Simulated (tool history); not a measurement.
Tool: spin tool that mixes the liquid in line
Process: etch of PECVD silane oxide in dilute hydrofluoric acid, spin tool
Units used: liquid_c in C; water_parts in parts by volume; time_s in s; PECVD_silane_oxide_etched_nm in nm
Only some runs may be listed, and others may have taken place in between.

{"run": 1, "hour": 0.0, "liquid_c": 23, "water_parts": 155, "time_s": 265, "PECVD_silane_oxide_etched_nm": 61.038}
{"run": 2, "hour": 3.4, "liquid_c": 25.5, "water_parts": 155, "time_s": 265, "PECVD_silane_oxide_etched_nm": 68.081}
{"run": 3, "hour": 4.8, "liquid_c": 27.5, "water_parts": 155, "time_s": 265, "PECVD_silane_oxide_etched_nm": 72.342}
{"run": 4, "hour": 7.8, "liquid_c": 31, "water_parts": 155, "time_s": 265, "PECVD_silane_oxide_etched_nm": 82.633}
{"run": 5, "hour": 9.2, "liquid_c": 31, "water_parts": 115, "time_s": 265, "PECVD_silane_oxide_etched_nm": 116.75}
{"run": 6, "hour": 12.1, "liquid_c": 31, "water_parts": 115, "time_s": 265, "PECVD_silane_oxide_etched_nm": 117.06}
{"run": 7, "hour": 14.2, "liquid_c": 28.5, "water_parts": 115, "time_s": 265, "PECVD_silane_oxide_etched_nm": 105.38}

Estimate the outcome of run 8 from the log above:
{"run": 8, "hour": 16.8, "liquid_c": 27, "water_parts": 115, "time_s": 265, "PECVD_silane_oxide_etched_nm": "?"}

{"run 8": {"PECVD_silane_oxide_etched_nm": 101.14}}
